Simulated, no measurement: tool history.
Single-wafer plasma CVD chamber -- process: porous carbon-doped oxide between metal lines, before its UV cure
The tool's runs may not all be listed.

run	hour	heater temperature setpoint (°C)	RF power (kW)	deposition time (s)	mean film thickness on the monitor wafer (Å)
1	0.0	315	0.620	33.0	1675.0
2	3.3	315	0.550	33.0	1567.0
3	9.9	315	0.550	31.5	1497.8
4	15.0	315	0.550	33.0	1566.7
5	21.6	326	0.550	33.0	1471.6
6	22.4	317	0.550	33.0	1539.9
7	26.9	313	0.585	33.0	1637.1

Expected results for the next run?
8	29.1	310	0.610	33.0	?

Run 8 measured mean film thickness on the monitor wafer (Å) 1713.4.
